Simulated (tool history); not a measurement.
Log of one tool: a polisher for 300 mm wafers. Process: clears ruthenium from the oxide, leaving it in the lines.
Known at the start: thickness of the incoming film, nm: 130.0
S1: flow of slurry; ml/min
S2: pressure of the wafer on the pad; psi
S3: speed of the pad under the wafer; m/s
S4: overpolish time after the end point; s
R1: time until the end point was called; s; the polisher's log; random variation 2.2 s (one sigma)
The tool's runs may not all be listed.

run  hour   S1   S2    S3  S4      R1
  1     0  290  1.6   1.1  17  112.63
  2   8.6  290  1.4   1.1  17  130.76
  3  17.3  290  1.3   1.1  17  138.19
  4  18.5  290  1.2   1.1  17  153.11
  5  27.3  290  0.9   1.1  17  193.68
  6  34.2  290  0.9  0.94  17  224.77

Forecast run 7:
  7  35.8  290   1  0.94  17   ?

Run 7 gave R1 210.68 s.
